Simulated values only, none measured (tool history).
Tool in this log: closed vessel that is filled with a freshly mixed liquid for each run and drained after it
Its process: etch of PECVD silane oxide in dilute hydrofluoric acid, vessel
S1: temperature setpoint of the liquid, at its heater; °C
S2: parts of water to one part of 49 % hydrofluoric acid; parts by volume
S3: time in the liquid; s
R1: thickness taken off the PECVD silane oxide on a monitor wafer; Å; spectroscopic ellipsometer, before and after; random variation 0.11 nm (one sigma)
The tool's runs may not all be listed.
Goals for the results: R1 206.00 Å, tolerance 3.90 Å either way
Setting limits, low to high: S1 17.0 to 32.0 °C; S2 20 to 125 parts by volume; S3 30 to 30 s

run  hour    S1  S2  S3      R1
  1   0.0  24.0  70  30  142.53
  2   1.9  24.0  70  30  141.82
  3   6.3  26.5  70  30  158.12
  4  12.6  30.0  70  30  182.77
  5  15.0  30.5  70  30  184.38
  6  16.2  28.5  70  30  170.17
     21.5  -- thermometer replaced
  7  21.5  29.5  70  30  173.22
  8  29.0  30.5  70  30  178.97
  9  35.0  31.0  70  30  181.22
 10  41.4  31.5  70  30  183.95

4 candidate next runs follow, results not yet known. Just one meets every target within its allowed miss. Identify it.
  A  47.8  29.0  60  30   ?
  B  47.8  29.0  55  30   ?
  C  47.8  26.0  50  30   ?
  D  47.8  32.0  65  30   ?

move      R1
   A  197.57
   B  217.13
   C  213.41
   D  203.22
A: closer than the last run, but not yet in spec
B: carries the result that was furthest off beyond its target, to the other side
C: carries the result that was furthest off beyond its target, to the other side
D: each result inside its tolerance
The move that meets every target is D.
